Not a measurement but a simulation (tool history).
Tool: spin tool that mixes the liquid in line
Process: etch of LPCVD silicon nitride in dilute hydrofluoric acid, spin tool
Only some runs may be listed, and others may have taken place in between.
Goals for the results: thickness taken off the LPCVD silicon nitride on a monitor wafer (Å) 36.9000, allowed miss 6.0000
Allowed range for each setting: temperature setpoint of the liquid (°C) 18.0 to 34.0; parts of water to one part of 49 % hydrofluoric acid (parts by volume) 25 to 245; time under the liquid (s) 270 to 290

| run | hour | temperature setpoint of the liquid (°C) | parts of water to one part of 49 % hydrofluoric acid (parts by volume) | time under the liquid (s) | thickness taken off the LPCVD silicon nitride on a monitor wafer (Å) |
|---|---|---|---|---|---|
| 1 | 0.0 | 26.0 | 135 | 270 | 10.1180 |
| 2 | 0.7 | 27.5 | 135 | 270 | 9.8996 |
| 3 | 4.7 | 28.5 | 120 | 270 | 12.4100 |
| 4 | 6.7 | 28.5 | 120 | 290 | 12.1200 |
| 5 | 11.3 | 30.0 | 120 | 290 | 14.1130 |
| 6 | 12.3 | 30.0 | 120 | 270 | 14.3730 |
| 7 | 14.6 | 30.5 | 110 | 270 | 14.9930 |
| 8 | 17.9 | 31.0 | 100 | 270 | 17.1690 |
|  | 22.5 | hydrofluoric acid flow meter replaced |
| 9 | 22.5 | 31.5 | 90 | 270 | 21.2490 |
| 10 | 26.3 | 31.5 | 85 | 270 | 23.1440 |
| 11 | 29.4 | 32.5 | 40 | 290 | 51.6670 |

Of the 5 settings listed for the next run, only one would bring every result within its allowed miss of target. Which one?
| A | 32.5 | 30.5 | 35 | 290 | ? |
| B | 32.5 | 32.0 | 55 | 275 | ? |
| C | 32.5 | 30.5 | 35 | 280 | ? |
| D | 32.5 | 30.5 | 25 | 290 | ? |
| E | 32.5 | 30.0 | 65 | 275 | ? |

| move | thickness taken off the LPCVD silicon nitride on a monitor wafer (Å) |
|---|---|
| A | 52.8430 |
| B | 35.3010 |
| C | 51.0210 |
| D | 73.3280 |
| E | 26.3180 |
A: its largest miss is bigger than the last run's
B: every result lands within tolerance
C: as far off as the last run
D: its largest miss is bigger than the last run's
E: the result that was furthest off in the last run now lies on the other side of its target
The right move is B.

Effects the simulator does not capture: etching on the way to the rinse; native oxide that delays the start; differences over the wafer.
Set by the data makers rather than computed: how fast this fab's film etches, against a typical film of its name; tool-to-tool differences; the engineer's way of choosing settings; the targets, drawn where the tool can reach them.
